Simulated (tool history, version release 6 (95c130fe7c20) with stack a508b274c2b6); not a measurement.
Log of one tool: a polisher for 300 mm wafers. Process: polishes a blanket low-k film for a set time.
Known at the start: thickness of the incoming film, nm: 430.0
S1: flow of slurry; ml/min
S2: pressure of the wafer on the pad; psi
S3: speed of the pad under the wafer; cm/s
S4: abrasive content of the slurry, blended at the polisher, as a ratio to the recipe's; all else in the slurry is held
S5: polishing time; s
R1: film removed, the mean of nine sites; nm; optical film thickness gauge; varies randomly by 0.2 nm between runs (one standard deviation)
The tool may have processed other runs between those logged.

run 1 hour=0.0 | S1=255 S2=1.4 S3=116 S4=1.00 S5=56 | R1=17.540
run 2 hour=1.8 | S1=315 S2=1.4 S3=116 S4=1.00 S5=56 | R1=17.774
run 3 hour=4.8 | S1=315 S2=1.4 S3=116 S4=0.85 S5=56 | R1=16.397
run 4 hour=12.7 | S1=315 S2=1.6 S3=116 S4=0.85 S5=56 | R1=18.177
run 5 hour=14.0 | S1=275 S2=1.6 S3=116 S4=0.85 S5=56 | R1=18.151
run 6 hour=21.2 | S1=315 S2=1.6 S3=116 S4=0.85 S5=56 | R1=18.094
run 7 hour=28.4 | S1=315 S2=1.6 S3=116 S4=0.85 S5=56 | R1=18.291

Predict the results of run 8:
run 8 hour=29.9 | S1=315 S2=1.7 S3=116 S4=0.85 S5=56 | R1=?

Run 8 yielded R1 19.724 nm.
